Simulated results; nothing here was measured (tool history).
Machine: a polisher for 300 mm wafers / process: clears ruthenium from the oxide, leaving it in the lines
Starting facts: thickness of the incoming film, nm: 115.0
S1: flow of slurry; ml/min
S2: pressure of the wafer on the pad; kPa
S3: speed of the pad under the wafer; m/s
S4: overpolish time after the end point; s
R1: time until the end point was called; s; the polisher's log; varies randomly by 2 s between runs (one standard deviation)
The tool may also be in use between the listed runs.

| run | hour | S1 | S2 | S3 | S4 | R1 |
|---|---|---|---|---|---|---|
| 1 | 0.0 | 170 | 11.7 | 1.08 | 9 | 107.800 |
| 2 | 5.3 | 170 | 14.5 | 1.08 | 9 | 87.135 |
| 3 | 10.8 | 170 | 14.5 | 1.08 | 9 | 86.201 |
| 4 | 12.9 | 170 | 14.5 | 0.90 | 9 | 105.250 |
| 5 | 20.8 | 170 | 13.8 | 0.90 | 9 | 111.190 |
| 6 | 29.5 | 170 | 13.8 | 1.10 | 9 | 91.186 |
| 7 | 33.0 | 170 | 13.1 | 1.10 | 9 | 94.976 |
| 8 | 39.9 | 170 | 13.1 | 1.10 | 9 | 95.794 |
| 9 | 41.2 | 170 | 12.4 | 1.10 | 9 | 96.865 |

Run 10 comes next. What will it give?
| 10 | 43.2 | 170 | 11.7 | 1.10 | 9 | ? |

Run 10 gave R1 104.830 s.
